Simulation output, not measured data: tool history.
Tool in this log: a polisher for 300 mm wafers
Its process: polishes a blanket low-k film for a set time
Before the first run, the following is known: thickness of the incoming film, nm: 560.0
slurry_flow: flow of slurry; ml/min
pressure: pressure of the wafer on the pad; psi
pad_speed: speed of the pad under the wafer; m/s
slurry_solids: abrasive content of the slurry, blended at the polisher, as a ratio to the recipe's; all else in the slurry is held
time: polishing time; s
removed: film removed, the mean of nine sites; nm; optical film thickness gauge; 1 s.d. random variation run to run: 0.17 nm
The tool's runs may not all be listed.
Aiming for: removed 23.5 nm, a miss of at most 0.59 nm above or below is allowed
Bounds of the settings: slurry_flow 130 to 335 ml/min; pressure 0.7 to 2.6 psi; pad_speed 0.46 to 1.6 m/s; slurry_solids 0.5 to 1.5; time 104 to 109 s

run	day	slurry_flow	pressure	pad_speed	slurry_solids	time	removed
1	0	215	1.6	1.02	1	104	43.677
2	0.15	185	1.6	1.02	1	104	42.121
3	0.425	180	1.4	1.02	1	104	37.48
4	0.683	175	1.2	1.02	1	104	31.743
5	0.733	170	1.1	1.02	1	104	29.226
6	1.042	165	1	1.02	1	104	26.595
7	1.062	160	1	1.02	1	104	26.33
8	1.196	160	1	1.02	1	104	26.463
9	1.517	155	1	1.02	1	104	26.696

Exercise: of the 4 proposed moves below, exactly one satisfies all targets within the stated allowed misses. Which move is it?
A	1.838	205	0.9	1.08	0.95	104	?
B	1.838	180	0.7	1.02	1.35	104	?
C	1.838	130	0.9	1.06	1	104	?
D	1.838	205	0.9	1.02	1	105	?

move	removed
A	25.232
B	21.97
C	23.767
D	24.98
A: moves toward the targets from the last run without getting all of them in spec
B: moves the result that the last run missed by most past its target, out the other side
C: hits every target within its allowed miss
D: moves toward the targets from the last run without getting all of them in spec
C meets every target.

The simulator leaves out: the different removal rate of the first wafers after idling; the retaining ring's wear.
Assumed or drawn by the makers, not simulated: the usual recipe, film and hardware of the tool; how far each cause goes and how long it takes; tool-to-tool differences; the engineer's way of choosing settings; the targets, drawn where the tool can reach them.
